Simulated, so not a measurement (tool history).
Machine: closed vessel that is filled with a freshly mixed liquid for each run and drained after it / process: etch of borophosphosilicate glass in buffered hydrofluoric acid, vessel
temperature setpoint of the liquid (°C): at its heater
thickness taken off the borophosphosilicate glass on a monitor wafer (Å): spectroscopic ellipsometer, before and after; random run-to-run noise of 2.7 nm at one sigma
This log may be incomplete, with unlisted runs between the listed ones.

run	hour	temperature setpoint of the liquid (°C)	parts of 40 % ammonium fluoride to one part of 49 % hydrofluoric acid (parts by volume)	time in the liquid (s)	thickness taken off the borophosphosilicate glass on a monitor wafer (Å)
1	0.0	22.0	14.0	90	1496.3
2	5.3	23.5	12.5	90	1815.5
3	14.2	25.0	11.5	90	2148.9
4	19.2	22.5	11.5	90	1863.3
5	28.4	22.5	11.5	90	1858.6
6	36.5	24.0	10.5	90	2216.0
7	44.7	25.5	10.0	90	2485.9
8	48.8	26.5	9.5	90	2704.3
9	56.9	27.0	9.0	90	2931.8

Run 10 comes next. What will it give?
10	64.0	27.5	8.5	90	?

thickness taken off the borophosphosilicate glass on a monitor wafer (Å): 3131.8
